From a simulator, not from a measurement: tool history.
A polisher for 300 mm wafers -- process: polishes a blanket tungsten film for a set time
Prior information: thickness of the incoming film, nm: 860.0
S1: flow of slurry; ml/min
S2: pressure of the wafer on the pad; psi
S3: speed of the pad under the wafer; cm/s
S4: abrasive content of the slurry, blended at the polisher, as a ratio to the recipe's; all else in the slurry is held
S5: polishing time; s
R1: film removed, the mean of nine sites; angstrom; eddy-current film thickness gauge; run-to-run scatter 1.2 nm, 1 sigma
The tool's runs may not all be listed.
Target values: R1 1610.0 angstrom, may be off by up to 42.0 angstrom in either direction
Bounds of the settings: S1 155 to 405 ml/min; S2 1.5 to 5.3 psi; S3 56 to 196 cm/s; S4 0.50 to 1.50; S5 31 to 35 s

run,hour,S1,S2,S3,S4,S5,R1
1,0.0,260,3.4,126,1.00,35,1659.9
2,4.8,260,3.4,126,1.15,35,1718.0
3,12.0,260,3.4,142,1.15,35,1926.2
4,13.1,255,3.2,142,1.15,35,1828.5
5,15.7,255,3.1,142,1.15,35,1763.7
6,22.9,250,3.0,142,1.15,35,1730.2
7,29.3,250,2.9,142,1.15,35,1654.9
8,34.0,245,2.9,142,1.15,35,1701.9

Below are 4 possible settings for the next run. Only one of them brings all results inside the allowed miss of their targets. Which is it?
A,38.7,250,3.4,142,1.10,35,?
B,38.7,210,3.5,142,0.95,35,?
C,38.7,230,3.0,134,1.10,35,?
D,38.7,200,3.1,144,1.10,35,?

move,R1
A,1922.9
B,1862.7
C,1618.7
D,1761.8
A: further off than the last run
B: further off than the last run
C: every result lands within tolerance
D: further off than the last run
C meets every target.

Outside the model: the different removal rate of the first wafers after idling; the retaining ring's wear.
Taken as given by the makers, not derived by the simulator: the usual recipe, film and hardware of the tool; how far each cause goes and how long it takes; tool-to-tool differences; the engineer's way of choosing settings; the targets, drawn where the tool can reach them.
